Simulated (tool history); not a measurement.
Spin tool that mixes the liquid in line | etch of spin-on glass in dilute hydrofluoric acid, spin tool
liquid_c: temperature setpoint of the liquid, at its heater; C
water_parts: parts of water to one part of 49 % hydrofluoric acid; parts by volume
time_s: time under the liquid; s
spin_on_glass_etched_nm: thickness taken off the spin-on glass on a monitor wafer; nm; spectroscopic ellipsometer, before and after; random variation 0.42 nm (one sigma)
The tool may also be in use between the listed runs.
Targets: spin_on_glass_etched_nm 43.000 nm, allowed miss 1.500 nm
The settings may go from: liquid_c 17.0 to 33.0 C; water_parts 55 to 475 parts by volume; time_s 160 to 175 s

run,day,liquid_c,water_parts,time_s,spin_on_glass_etched_nm
1,0.000,25.0,265,160,24.471
2,0.238,25.0,310,160,20.074
3,0.571,25.0,310,160,20.264
4,0.792,25.0,310,175,21.739
5,0.954,26.5,295,175,24.600
6,1.071,26.5,295,160,22.702
7,1.362,27.5,280,160,25.133
8,1.608,27.5,280,160,24.804
9,1.646,28.5,265,160,27.744
10,1.804,29.0,255,160,29.943
11,2.121,29.5,245,160,31.888
12,2.196,30.0,240,160,33.494
13,2.421,30.5,235,160,35.359
14,2.767,31.0,230,160,36.426
15,2.992,31.5,225,160,38.042
16,3.242,31.5,220,160,38.772
17,3.475,31.5,220,160,39.466

Which of these 5 next moves meets every target?
A,3.708,24.0,155,165,?
B,3.708,33.0,215,175,?
C,3.708,31.0,230,175,?
D,3.708,31.0,240,165,?
E,3.708,29.5,205,170,?

move,spin_on_glass_etched_nm
A,47.022
B,46.043
C,39.529
D,35.291
E,42.195
A: takes the result that was furthest off past its target
B: takes the result that was furthest off past its target
C: as far off as the last run
D: further off than the last run
E: meets every target
The right move is E.

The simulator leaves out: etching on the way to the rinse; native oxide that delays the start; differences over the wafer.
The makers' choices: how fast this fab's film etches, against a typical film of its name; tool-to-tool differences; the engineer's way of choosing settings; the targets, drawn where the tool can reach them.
